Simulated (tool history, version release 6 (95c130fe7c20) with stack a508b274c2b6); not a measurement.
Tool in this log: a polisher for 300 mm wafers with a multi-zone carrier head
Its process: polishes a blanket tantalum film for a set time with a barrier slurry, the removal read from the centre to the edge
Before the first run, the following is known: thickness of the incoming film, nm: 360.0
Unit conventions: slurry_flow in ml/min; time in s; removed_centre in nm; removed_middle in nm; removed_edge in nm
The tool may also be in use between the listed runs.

{"run": 1, "hour": 0.0, "slurry_flow": 290, "centre_zone": 1, "middle_zone": 1, "edge_zone": 1, "slurry_solids": 1, "time": 61, "removed_centre": 142.23, "removed_middle": 142.68, "removed_edge": 142.38}
{"run": 2, "hour": 4.7, "slurry_flow": 235, "centre_zone": 1, "middle_zone": 1, "edge_zone": 1, "slurry_solids": 1, "time": 61, "removed_centre": 137.79, "removed_middle": 143.04, "removed_edge": 141.47}
{"run": 3, "hour": 6.6, "slurry_flow": 235, "centre_zone": 1, "middle_zone": 1, "edge_zone": 0.95, "slurry_solids": 1, "time": 61, "removed_centre": 139.46, "removed_middle": 143.79, "removed_edge": 137.17}
{"run": 4, "hour": 8.7, "slurry_flow": 235, "centre_zone": 1, "middle_zone": 1, "edge_zone": 0.95, "slurry_solids": 1, "time": 49, "removed_centre": 112.58, "removed_middle": 114.26, "removed_edge": 111.53}
{"run": 5, "hour": 9.5, "slurry_flow": 235, "centre_zone": 1.07, "middle_zone": 1, "edge_zone": 0.95, "slurry_solids": 1, "time": 49, "removed_centre": 117.79, "removed_middle": 114.27, "removed_edge": 110.68}
{"run": 6, "hour": 16.8, "slurry_flow": 230, "centre_zone": 1.05, "middle_zone": 1.02, "edge_zone": 0.96, "slurry_solids": 1.05, "time": 51, "removed_centre": 121.76, "removed_middle": 121.35, "removed_edge": 117.72}
{"run": 7, "hour": 21.6, "slurry_flow": 225, "centre_zone": 1.03, "middle_zone": 1.04, "edge_zone": 0.96, "slurry_solids": 1.1, "time": 53, "removed_centre": 128.74, "removed_middle": 133.16, "removed_edge": 123.33}
{"run": 8, "hour": 23.0, "slurry_flow": 220, "centre_zone": 1.01, "middle_zone": 1.05, "edge_zone": 0.98, "slurry_solids": 1.15, "time": 54, "removed_centre": 127.78, "removed_middle": 132.62, "removed_edge": 128.14}
{"run": 9, "hour": 31.4, "slurry_flow": 215, "centre_zone": 0.99, "middle_zone": 1.07, "edge_zone": 0.98, "slurry_solids": 1.2, "time": 56, "removed_centre": 132.72, "removed_middle": 146.78, "removed_edge": 133.83}
{"run": 10, "hour": 36.9, "slurry_flow": 215, "centre_zone": 0.98, "middle_zone": 1.08, "edge_zone": 0.99, "slurry_solids": 1.25, "time": 57, "removed_centre": 133.73, "removed_middle": 151.51, "removed_edge": 140.73}
{"run": 11, "hour": 39.0, "slurry_flow": 215, "centre_zone": 0.97, "middle_zone": 1.09, "edge_zone": 0.99, "slurry_solids": 1.3, "time": 58, "removed_centre": 136.35, "removed_middle": 158.62, "removed_edge": 143.03}
{"run": 12, "hour": 43.8, "slurry_flow": 215, "centre_zone": 0.97, "middle_zone": 1.1, "edge_zone": 1, "slurry_solids": 1.3, "time": 59, "removed_centre": 138.75, "removed_middle": 158.85, "removed_edge": 147.47}
{"run": 13, "hour": 49.3, "slurry_flow": 215, "centre_zone": 0.96, "middle_zone": 1.11, "edge_zone": 1, "slurry_solids": 1.3, "time": 60, "removed_centre": 136.37, "removed_middle": 165.46, "removed_edge": 148.34}
{"run": 14, "hour": 54.8, "slurry_flow": 215, "centre_zone": 0.96, "middle_zone": 1.12, "edge_zone": 1, "slurry_solids": 1.3, "time": 61, "removed_centre": 144.51, "removed_middle": 173.1, "removed_edge": 151.78}
{"run": 15, "hour": 58.4, "slurry_flow": 220, "centre_zone": 0.96, "middle_zone": 1.13, "edge_zone": 1.01, "slurry_solids": 1.3, "time": 62, "removed_centre": 145.65, "removed_middle": 173.04, "removed_edge": 154.55}
{"run": 16, "hour": 60.6, "slurry_flow": 220, "centre_zone": 0.95, "middle_zone": 1.14, "edge_zone": 1.01, "slurry_solids": 1.3, "time": 63, "removed_centre": 145.03, "removed_middle": 172.13, "removed_edge": 158.89}
{"run": 17, "hour": 67.0, "slurry_flow": 215, "centre_zone": 0.94, "middle_zone": 1.14, "edge_zone": 1.01, "slurry_solids": 1.3, "time": 64, "removed_centre": 145.89, "removed_middle": 176.73, "removed_edge": 158.97}
{"run": 18, "hour": 74.7, "slurry_flow": 220, "centre_zone": 0.94, "middle_zone": 1.15, "edge_zone": 1.01, "slurry_solids": 1.3, "time": 65, "removed_centre": 148.41, "removed_middle": 185.6, "removed_edge": 161.84}
{"run": 19, "hour": 76.9, "slurry_flow": 225, "centre_zone": 0.94, "middle_zone": 1.15, "edge_zone": 1.01, "slurry_solids": 1.3, "time": 65, "removed_centre": 146.86, "removed_middle": 186.4, "removed_edge": 162.3}
{"run": 20, "hour": 78.9, "slurry_flow": 225, "centre_zone": 0.94, "middle_zone": 1.15, "edge_zone": 1.01, "slurry_solids": 1.3, "time": 65, "removed_centre": 151.81, "removed_middle": 187.99, "removed_edge": 163.53}
{"run": 21, "hour": 80.2, "slurry_flow": 235, "centre_zone": 0.94, "middle_zone": 1.15, "edge_zone": 1.02, "slurry_solids": 1.3, "time": 65, "removed_centre": 146.97, "removed_middle": 189.69, "removed_edge": 160.83}
{"run": 22, "hour": 82.3, "slurry_flow": 235, "centre_zone": 0.94, "middle_zone": 1.15, "edge_zone": 1.03, "slurry_solids": 1.3, "time": 65, "removed_centre": 146.2, "removed_middle": 183.78, "removed_edge": 164.24}
{"run": 23, "hour": 84.2, "slurry_flow": 240, "centre_zone": 0.94, "middle_zone": 1.15, "edge_zone": 1.03, "slurry_solids": 1.3, "time": 65, "removed_centre": 149.68, "removed_middle": 184.38, "removed_edge": 166.29}
{"run": 24, "hour": 91.5, "slurry_flow": 245, "centre_zone": 0.94, "middle_zone": 1.15, "edge_zone": 1.03, "slurry_solids": 1.3, "time": 65, "removed_centre": 150.7, "removed_middle": 183.27, "removed_edge": 162.9}

Run 25 is up next; what results do you expect?
{"run": 25, "hour": 100.3, "slurry_flow": 240, "centre_zone": 0.94, "middle_zone": 1.15, "edge_zone": 1.03, "slurry_solids": 1.3, "time": 66, "removed_centre": "?", "removed_middle": "?", "removed_edge": "?"}

removed_centre: 154.61 nm
removed_middle: 189.03 nm
removed_edge: 166.56 nm
